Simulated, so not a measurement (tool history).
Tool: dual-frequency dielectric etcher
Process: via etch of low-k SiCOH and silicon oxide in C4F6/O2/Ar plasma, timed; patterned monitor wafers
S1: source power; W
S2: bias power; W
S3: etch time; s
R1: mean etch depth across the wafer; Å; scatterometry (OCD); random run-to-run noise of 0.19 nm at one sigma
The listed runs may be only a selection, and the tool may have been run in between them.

run 1 hour=0 | S1=350 S2=183 S3=26.5 | R1=613.42
run 2 hour=2.3 | S1=350 S2=183 S3=26.5 | R1=610.31
run 3 hour=3.1 | S1=350 S2=183 S3=26.5 | R1=612.1
run 4 hour=10.1 | S1=320 S2=179 S3=26.5 | R1=591.1
run 5 hour=15 | S1=290 S2=179 S3=26.5 | R1=572.62
run 6 hour=22.1 | S1=270 S2=176 S3=26.5 | R1=560.99

For run 7, what comes out?
run 7 hour=29.3 | S1=260 S2=173 S3=26.5 | R1=?

Run 7 yielded R1 550.12 Å.

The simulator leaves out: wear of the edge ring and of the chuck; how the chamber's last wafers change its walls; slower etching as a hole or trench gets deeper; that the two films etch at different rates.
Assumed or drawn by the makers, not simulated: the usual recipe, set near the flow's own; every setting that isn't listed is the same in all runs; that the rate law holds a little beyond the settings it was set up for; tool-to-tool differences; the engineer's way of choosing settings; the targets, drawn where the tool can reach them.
